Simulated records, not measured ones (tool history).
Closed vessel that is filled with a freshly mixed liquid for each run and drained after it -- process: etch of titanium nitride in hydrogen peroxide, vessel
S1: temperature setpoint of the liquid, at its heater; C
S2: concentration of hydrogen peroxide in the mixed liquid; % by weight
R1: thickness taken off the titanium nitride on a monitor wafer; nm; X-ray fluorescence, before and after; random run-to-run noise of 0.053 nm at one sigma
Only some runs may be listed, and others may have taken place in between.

Run 1, hour 0.0: S1 52.0 C, S2 15.0 % by weight, time in the liquid (s) 240. Result: R1 12.072 nm.
Run 2, hour 2.2: S1 53.5 C, S2 15.0 % by weight, time in the liquid (s) 240. Result: R1 13.411 nm.
Run 3, hour 8.0: S1 53.5 C, S2 13.5 % by weight, time in the liquid (s) 240. Result: R1 13.114 nm.
Run 4, hour 9.4: S1 54.5 C, S2 13.5 % by weight, time in the liquid (s) 240. Result: R1 14.034 nm.
Run 5, hour 18.6: S1 54.5 C, S2 13.5 % by weight, time in the liquid (s) 240. Result: R1 14.028 nm.
Run 6, hour 27.1: S1 55.5 C, S2 13.5 % by weight, time in the liquid (s) 240. Result: R1 15.088 nm.

For run 7, what comes out?
Run 7, hour 36.3: S1 56.0 C, S2 13.5 % by weight, time in the liquid (s) 240. Result: R1 ?.

{"run 7": {"R1": 15.557}}
